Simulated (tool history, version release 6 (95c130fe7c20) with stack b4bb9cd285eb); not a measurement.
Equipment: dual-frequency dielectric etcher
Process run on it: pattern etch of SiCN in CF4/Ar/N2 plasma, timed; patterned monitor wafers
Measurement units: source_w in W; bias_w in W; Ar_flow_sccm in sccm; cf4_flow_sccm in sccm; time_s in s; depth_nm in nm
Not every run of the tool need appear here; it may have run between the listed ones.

{"run": 1, "hour": 0.0, "source_w": 360, "bias_w": 50, "Ar_flow_sccm": 72, "cf4_flow_sccm": 72, "time_s": 66, "depth_nm": 43.626}
{"run": 2, "hour": 3.8, "source_w": 360, "bias_w": 50, "Ar_flow_sccm": 72, "cf4_flow_sccm": 84, "time_s": 66, "depth_nm": 44.558}
{"run": 3, "hour": 5.8, "source_w": 360, "bias_w": 47, "Ar_flow_sccm": 72, "cf4_flow_sccm": 84, "time_s": 66, "depth_nm": 44.149}
{"run": 4, "hour": 9.0, "source_w": 330, "bias_w": 47, "Ar_flow_sccm": 72, "cf4_flow_sccm": 84, "time_s": 66, "depth_nm": 40.495}
{"run": 5, "hour": 9.8, "source_w": 330, "bias_w": 47, "Ar_flow_sccm": 79, "cf4_flow_sccm": 84, "time_s": 66, "depth_nm": 39.934}
{"run": 6, "hour": 10.6, "source_w": 360, "bias_w": 47, "Ar_flow_sccm": 79, "cf4_flow_sccm": 84, "time_s": 66, "depth_nm": 43.53}

Run 7 is up next; what results do you expect?
{"hour": 13.4, "done": "bias power generator calibrated"}
{"run": 7, "hour": 13.4, "source_w": 380, "bias_w": 47, "Ar_flow_sccm": 79, "cf4_flow_sccm": 84, "time_s": 66, "depth_nm": "?"}

Run 7 gave depth_nm 45.62 nm.
